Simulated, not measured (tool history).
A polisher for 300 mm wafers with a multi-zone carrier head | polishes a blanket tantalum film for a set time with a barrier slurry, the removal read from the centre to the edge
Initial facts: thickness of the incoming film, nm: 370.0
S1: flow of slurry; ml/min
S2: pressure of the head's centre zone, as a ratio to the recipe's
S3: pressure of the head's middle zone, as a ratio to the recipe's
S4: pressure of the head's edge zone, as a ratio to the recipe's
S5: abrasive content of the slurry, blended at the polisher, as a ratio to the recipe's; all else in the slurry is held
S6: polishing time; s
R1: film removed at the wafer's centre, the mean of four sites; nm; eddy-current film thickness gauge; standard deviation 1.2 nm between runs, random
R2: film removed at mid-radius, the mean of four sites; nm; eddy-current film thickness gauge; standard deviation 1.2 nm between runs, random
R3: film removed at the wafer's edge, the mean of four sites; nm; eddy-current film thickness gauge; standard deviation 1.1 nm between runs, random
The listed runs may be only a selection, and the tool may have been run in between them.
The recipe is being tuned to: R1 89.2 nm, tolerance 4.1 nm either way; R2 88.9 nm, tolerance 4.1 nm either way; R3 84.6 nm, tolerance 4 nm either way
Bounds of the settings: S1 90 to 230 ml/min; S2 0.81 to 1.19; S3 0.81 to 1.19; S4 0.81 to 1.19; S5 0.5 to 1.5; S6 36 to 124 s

run,hour,S1,S2,S3,S4,S5,S6,R1,R2,R3
1,0,150,1,1,1,1,79,105.92,105.95,106.28
2,1.4,145,1,1,0.97,0.9,78,101.7,100.95,101.98
3,7.2,145,1,0.95,0.97,0.9,78,100.4,97.272,103.13
4,12.6,145,0.94,0.95,0.97,0.9,78,94.903,97.506,102.01
5,15.7,145,0.94,0.95,0.9,0.9,78,96.15,98.605,97.518
6,23.8,145,0.94,0.95,0.9,0.9,94,114.46,121.19,118.58
7,26.2,145,0.95,0.95,0.88,0.85,89,108.75,109.59,106.88
8,31.9,145,0.94,0.95,0.87,0.75,87,100.23,103.17,102.94
9,36.5,135,1.04,1.01,0.81,0.55,75,81.196,78.392,74.389
10,42.8,145,1.04,1.02,0.83,0.55,75,83.434,81.39,74.779
11,46,145,1,1,0.92,0.8,77,97.586,97.553,92.232
12,46.7,140,1,1,0.9,0.8,77,98.789,95.335,92.632
13,53.9,140,1,1,0.9,0.8,77,95.236,95.074,92.432
14,62.2,140,1,1,0.89,0.75,77,93.868,92.488,88.051
15,66.4,140,0.99,1,0.88,0.75,77,93.391,93.354,90.234
16,67.9,140,0.99,1,0.87,0.75,77,91.776,92.897,89.623
17,75.2,140,0.99,1,0.86,0.75,77,93.653,93.451,87.456

Exercise: of the 5 proposed moves below, exactly one satisfies all targets within the stated allowed misses. Which move is it?
A,82.5,140,1.04,0.97,1.1,0.5,89,?,?,?
B,82.5,140,0.98,1.12,0.88,0.5,92,?,?,?
C,82.5,150,1.05,0.92,0.83,0.65,82,?,?,?
D,82.5,145,1.1,1.11,0.89,1,71,?,?,?
E,82.5,125,1.02,1.03,0.93,0.6,79,?,?,?

move,R1,R2,R3
A,93.302,87.267,92.432
B,90.928,100.82,88.228
C,99.586,88.591,88.436
D,105.38,103.16,91.181
E,87.248,87.296,83.545
A: corrects the largest miss of the last run, while another result sits out of spec
B: further off than the last run
C: corrects the largest miss of the last run, while another result sits out of spec
D: further off than the last run
E: hits every target within its allowed miss
E is the move that brings every result within its allowed miss.
